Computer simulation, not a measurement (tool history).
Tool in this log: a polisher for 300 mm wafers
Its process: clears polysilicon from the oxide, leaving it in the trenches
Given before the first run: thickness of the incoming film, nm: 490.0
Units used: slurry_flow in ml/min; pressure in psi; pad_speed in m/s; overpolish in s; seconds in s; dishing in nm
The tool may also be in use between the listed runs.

run,hour,slurry_flow,pressure,pad_speed,overpolish,seconds,dishing
1,0.0,255,1.9,1.18,14,41.462,49.118
2,1.8,255,2.1,1.18,13,37.611,48.456
3,5.2,255,2.3,1.18,13,35.745,51.944
4,11.1,255,2.4,1.20,11,33.819,49.510
5,18.0,255,2.5,1.20,10,32.404,47.500
6,19.1,255,2.6,1.20,10,31.343,49.464
7,23.4,255,2.7,1.20,10,30.477,48.946
8,31.4,255,2.8,1.20,10,29.739,46.800

Predict the results of run 9:
9,39.0,255,2.8,1.22,12,?,?

seconds: 29.109 s
dishing: 50.573 nm

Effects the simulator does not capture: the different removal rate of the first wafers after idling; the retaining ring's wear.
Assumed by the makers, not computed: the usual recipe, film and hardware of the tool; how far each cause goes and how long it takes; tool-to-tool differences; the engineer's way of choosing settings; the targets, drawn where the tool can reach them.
